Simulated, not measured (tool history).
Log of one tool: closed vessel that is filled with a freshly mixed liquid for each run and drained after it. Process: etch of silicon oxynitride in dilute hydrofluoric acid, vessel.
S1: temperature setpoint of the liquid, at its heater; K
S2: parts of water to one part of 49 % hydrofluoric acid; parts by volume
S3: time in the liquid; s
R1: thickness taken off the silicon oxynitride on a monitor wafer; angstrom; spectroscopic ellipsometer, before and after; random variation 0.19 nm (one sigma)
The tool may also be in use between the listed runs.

run	hour	S1	S2	S3	R1
1	0	299.15	100	500	174.85
2	5.2	300.65	95	500	197.71
3	6.2	300.65	95	500	199.82
4	8	300.65	95	370	148.06
5	10.5	300.65	65	370	223.93
6	11.8	302.65	65	370	240.11
7	20.7	303.15	60	370	273.82
8	26.2	307.15	55	370	354.82

The next listed run, before its measurement:
9	32.5	307.15	50	370	?

{"run 9": {"R1": 398.04}}

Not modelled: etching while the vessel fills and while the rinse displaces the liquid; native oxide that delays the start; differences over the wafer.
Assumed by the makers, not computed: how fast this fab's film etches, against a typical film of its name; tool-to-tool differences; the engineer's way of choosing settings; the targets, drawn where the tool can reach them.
